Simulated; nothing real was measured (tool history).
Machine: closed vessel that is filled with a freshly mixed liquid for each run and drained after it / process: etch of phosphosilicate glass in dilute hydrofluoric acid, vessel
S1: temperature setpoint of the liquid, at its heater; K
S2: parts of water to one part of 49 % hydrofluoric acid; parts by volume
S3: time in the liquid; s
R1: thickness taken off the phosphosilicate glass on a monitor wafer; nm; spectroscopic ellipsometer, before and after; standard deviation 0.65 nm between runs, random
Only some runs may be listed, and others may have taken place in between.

run	hour	S1	S2	S3	R1
1	0.0	293.15	60	105	144.97
2	5.5	293.15	50	105	175.32
3	11.1	292.15	50	105	169.46
4	12.2	291.65	50	105	164.51
# hour 19.5: thermometer replaced
5	19.5	291.15	50	105	148.05
6	27.0	290.15	50	105	142.40

Predict the results of run 7:
7	33.6	290.65	50	105	?

Run 7 yielded R1 146.14 nm.
